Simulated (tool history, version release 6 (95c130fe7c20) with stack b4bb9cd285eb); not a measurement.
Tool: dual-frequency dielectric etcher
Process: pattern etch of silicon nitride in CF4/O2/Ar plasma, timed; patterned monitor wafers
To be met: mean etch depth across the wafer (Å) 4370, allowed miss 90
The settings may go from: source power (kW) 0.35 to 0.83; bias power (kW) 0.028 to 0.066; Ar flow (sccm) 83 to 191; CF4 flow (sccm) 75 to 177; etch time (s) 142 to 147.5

run    day  source power (kW)  bias power (kW)  Ar flow (sccm)  CF4 flow (sccm)  etch time (s)  mean etch depth across the wafer (Å)
  1      0               0.59            0.047             137              126            142                                2931.5
  2  0.212               0.66            0.049             135              127            142                                3324.3
  3  0.275               0.66            0.049             135              112            142                                3271.8
  4  0.425               0.71             0.05             134              113            142                                3521.1
  5  0.683               0.63             0.05             134              113            142                                3164.3
     0.758  -- wet clean of the chamber
  6  0.758               0.63            0.044             134              113            142                                  3126
  7  1.058               0.69            0.045             127              114            143                                3504.4
  8  1.275               0.81            0.048             125              115            143                                4172.3

Which of these 4 next moves meets every target?
  A  1.492               0.82            0.049             122              119            145                                     ?
  B  1.492               0.81             0.05             158               97          142.5                                     ?
  C  1.492               0.83             0.04             144              113          146.5                                     ?
  D  1.492               0.76            0.047             145               97          147.5                                     ?

move  mean etch depth across the wafer (Å)
   A                                4304.3
   B                                3995.5
   C                                3965.3
   D                                  3855
A: meets every target
B: further off than the last run
C: further off than the last run
D: further off than the last run
The right move is A.
